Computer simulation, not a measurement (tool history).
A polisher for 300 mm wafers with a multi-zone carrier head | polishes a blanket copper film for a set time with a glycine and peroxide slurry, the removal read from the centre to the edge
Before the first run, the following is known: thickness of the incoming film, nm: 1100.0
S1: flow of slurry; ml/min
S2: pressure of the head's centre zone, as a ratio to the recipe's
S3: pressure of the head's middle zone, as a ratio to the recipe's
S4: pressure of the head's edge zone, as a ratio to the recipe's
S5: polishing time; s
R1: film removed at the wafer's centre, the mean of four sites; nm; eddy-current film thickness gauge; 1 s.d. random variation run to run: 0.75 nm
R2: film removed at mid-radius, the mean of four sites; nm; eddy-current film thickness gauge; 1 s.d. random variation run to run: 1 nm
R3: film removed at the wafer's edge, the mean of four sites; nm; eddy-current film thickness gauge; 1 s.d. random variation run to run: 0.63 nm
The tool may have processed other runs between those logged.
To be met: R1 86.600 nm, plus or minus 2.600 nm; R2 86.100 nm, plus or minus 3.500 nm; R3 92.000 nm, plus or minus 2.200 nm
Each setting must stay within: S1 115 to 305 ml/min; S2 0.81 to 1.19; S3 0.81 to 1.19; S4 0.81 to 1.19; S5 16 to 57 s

run	day	S1	S2	S3	S4	S5	R1	R2	R3
1	0.000	195	1.00	1.00	1.00	36	149.270	145.930	149.940
2	0.125	155	1.00	1.00	1.00	36	143.210	145.080	146.990
3	0.221	155	1.08	1.00	1.00	36	156.120	143.010	148.150
4	0.333	155	1.16	1.00	1.00	36	167.980	145.480	146.260
5	0.550	155	1.16	1.00	1.04	36	166.270	146.190	147.070
6	0.592	155	1.16	1.00	1.04	29	136.290	117.610	122.210
7	0.938	155	1.11	1.00	1.02	27	121.280	108.140	111.460
8	1.288	150	1.06	0.99	0.99	26	111.480	106.340	106.560
9	1.650	150	1.03	0.96	0.98	25	102.070	96.973	101.000
10	2.012	145	1.01	0.94	0.96	25	101.840	95.208	100.610
11	2.183	140	0.98	0.93	0.94	25	96.761	93.986	99.492
12	2.354	135	0.97	0.92	0.92	25	95.478	94.340	97.708
13	2.654	125	0.91	0.83	0.89	24	85.794	81.489	93.811
14	2.821	125	0.91	0.83	0.89	24	86.534	80.863	92.511
15	3.054	125	0.91	0.84	0.88	24	85.290	83.492	92.386

Which of these 5 next moves meets every target?
A	3.288	140	0.93	0.85	1.00	23	?	?	?
B	3.288	115	0.93	0.89	0.87	24	?	?	?
C	3.288	115	1.04	0.88	0.95	23	?	?	?
D	3.288	165	0.97	0.81	0.96	23	?	?	?
E	3.288	115	0.87	0.86	0.89	24	?	?	?

move	R1	R2	R3
A	84.690	80.610	94.027
B	86.096	85.369	92.398
C	92.342	80.998	90.947
D	90.213	78.934	94.123
E	80.479	83.011	93.058
A: its largest miss is bigger than the last run's
B: all results in spec
C: its largest miss is bigger than the last run's
D: its largest miss is bigger than the last run's
E: the furthest-off result lands on target, but another misses its tolerance
Go with B: it meets all targets.
